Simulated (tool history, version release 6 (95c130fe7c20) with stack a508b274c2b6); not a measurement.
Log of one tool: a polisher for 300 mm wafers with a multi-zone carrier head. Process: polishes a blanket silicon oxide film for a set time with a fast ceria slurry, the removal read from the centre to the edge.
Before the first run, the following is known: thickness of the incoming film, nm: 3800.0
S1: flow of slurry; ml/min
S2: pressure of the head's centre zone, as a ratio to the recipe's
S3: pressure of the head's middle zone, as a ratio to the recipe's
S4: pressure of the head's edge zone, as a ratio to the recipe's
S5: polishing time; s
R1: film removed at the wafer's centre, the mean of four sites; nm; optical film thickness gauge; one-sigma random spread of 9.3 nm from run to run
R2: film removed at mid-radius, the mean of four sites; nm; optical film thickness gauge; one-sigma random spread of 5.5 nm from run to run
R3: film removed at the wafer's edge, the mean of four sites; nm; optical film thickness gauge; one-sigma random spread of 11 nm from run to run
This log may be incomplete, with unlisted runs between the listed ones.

run,hour,S1,S2,S3,S4,S5,R1,R2,R3
1,0,305,1,1,1,61,1012.6,1035.2,1067
2,8.2,305,1,1,1.05,61,994.73,1033.1,1055
3,17,310,1.01,1.03,1.05,58,967.28,1007.2,1028.3
4,19.6,310,1.01,1.03,1.01,58,951.65,1015.4,1013.1
5,25,310,1.03,1.04,0.98,56,944.01,975.8,952.66
6,30.3,305,1.03,1.05,0.95,55,924.27,964.87,926.17
7,38.3,305,1.03,1.05,0.95,55,936.65,976.97,928.67
8,44.5,300,1.02,1.05,0.93,54,902.53,952.13,893.9

Forecast run 9:
9,50.2,290,1.01,1.05,0.92,54,?,?,?

{"run 9": {"R1": 894.05, "R2": 949.06, "R3": 897.79}}
